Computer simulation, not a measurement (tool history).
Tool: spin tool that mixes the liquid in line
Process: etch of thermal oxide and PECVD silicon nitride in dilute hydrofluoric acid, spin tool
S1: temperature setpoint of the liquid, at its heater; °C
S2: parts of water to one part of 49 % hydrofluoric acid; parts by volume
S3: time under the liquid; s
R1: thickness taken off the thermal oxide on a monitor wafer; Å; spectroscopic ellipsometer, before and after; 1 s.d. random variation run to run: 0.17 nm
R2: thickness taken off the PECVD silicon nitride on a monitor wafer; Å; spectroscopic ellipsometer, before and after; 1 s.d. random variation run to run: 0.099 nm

run 1 hour=0 | S1=24 S2=50 S3=60 | R1=61.132 R2=33.509
run 2 hour=3 | S1=25 S2=45 S3=60 | R1=71.25 R2=39.161
run 3 hour=8.2 | S1=25 S2=45 S3=75 | R1=88.862 R2=49.289
run 4 hour=15.9 | S1=26 S2=40 S3=75 | R1=104.8 R2=58.635
run 5 hour=22.6 | S1=26 S2=40 S3=90 | R1=124.81 R2=70.407
run 6 hour=29.2 | S1=26 S2=40 S3=100 | R1=138.86 R2=78.361

Run 7 is up next; what results do you expect?
run 7 hour=36.9 | S1=26 S2=40 S3=100 | R1=? R2=?

Logged for run 7: R1 140.92 Å, R2 79.031 Å.
